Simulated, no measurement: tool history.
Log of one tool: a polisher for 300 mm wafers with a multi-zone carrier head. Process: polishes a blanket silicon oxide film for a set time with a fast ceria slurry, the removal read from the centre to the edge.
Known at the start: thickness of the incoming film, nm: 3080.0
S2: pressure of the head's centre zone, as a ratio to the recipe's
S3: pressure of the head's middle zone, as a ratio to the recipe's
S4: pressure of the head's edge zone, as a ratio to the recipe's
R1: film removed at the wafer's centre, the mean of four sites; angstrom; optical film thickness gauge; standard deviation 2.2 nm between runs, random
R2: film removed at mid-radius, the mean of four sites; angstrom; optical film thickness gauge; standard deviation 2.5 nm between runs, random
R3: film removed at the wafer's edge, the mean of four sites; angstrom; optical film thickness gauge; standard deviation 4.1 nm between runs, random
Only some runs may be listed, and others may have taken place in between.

Run 1, hour 0: flow of slurry (ml/min) 160, S2 1, S3 1, S4 1, polishing time (s) 51. Result: R1 3988.8 angstrom, R2 3893.6 angstrom, R3 3819 angstrom.
Run 2, hour 4.7: flow of slurry (ml/min) 160, S2 0.93, S3 1, S4 1, polishing time (s) 51. Result: R1 3736.1 angstrom, R2 3972 angstrom, R3 3922.7 angstrom.
Run 3, hour 5.7: flow of slurry (ml/min) 155, S2 0.95, S3 0.97, S4 0.99, polishing time (s) 50. Result: R1 3693.1 angstrom, R2 3765.8 angstrom, R3 3752.9 angstrom.
Run 4, hour 7.2: flow of slurry (ml/min) 155, S2 0.95, S3 0.97, S4 0.99, polishing time (s) 55. Result: R1 4127 angstrom, R2 4145.6 angstrom, R3 4162.8 angstrom.
Run 5, hour 10.7: flow of slurry (ml/min) 155, S2 0.95, S3 0.97, S4 0.99, polishing time (s) 48. Result: R1 3607.5 angstrom, R2 3646.1 angstrom, R3 3694.1 angstrom.
Run 6, hour 16: flow of slurry (ml/min) 150, S2 0.97, S3 0.94, S4 0.98, polishing time (s) 46. Result: R1 3471.8 angstrom, R2 3423.7 angstrom, R3 3436.8 angstrom.
Run 7, hour 23.1: flow of slurry (ml/min) 145, S2 0.99, S3 0.92, S4 1, polishing time (s) 45. Result: R1 3420.1 angstrom, R2 3225.7 angstrom, R3 3331.3 angstrom.
Run 8, hour 27.4: flow of slurry (ml/min) 140, S2 1, S3 0.9, S4 1.01, polishing time (s) 45. Result: R1 3412.2 angstrom, R2 3151.9 angstrom, R3 3385.4 angstrom.
Run 9, hour 30: flow of slurry (ml/min) 135, S2 1.01, S3 0.88, S4 1.01, polishing time (s) 45. Result: R1 3454.8 angstrom, R2 3120.4 angstrom, R3 3343.9 angstrom.
Run 10, hour 32.4: flow of slurry (ml/min) 130, S2 1.02, S3 0.87, S4 1.02, polishing time (s) 44. Result: R1 3390.6 angstrom, R2 3017.9 angstrom, R3 3324.9 angstrom.

What does the tool deliver on the next run?
Run 11, hour 40.3: flow of slurry (ml/min) 125, S2 1.03, S3 0.86, S4 1.02, polishing time (s) 43. Result: R1 ?, R2 ?, R3 ?.

R1: 3295.2 angstrom
R2: 2893.4 angstrom
R3: 3228.1 angstrom

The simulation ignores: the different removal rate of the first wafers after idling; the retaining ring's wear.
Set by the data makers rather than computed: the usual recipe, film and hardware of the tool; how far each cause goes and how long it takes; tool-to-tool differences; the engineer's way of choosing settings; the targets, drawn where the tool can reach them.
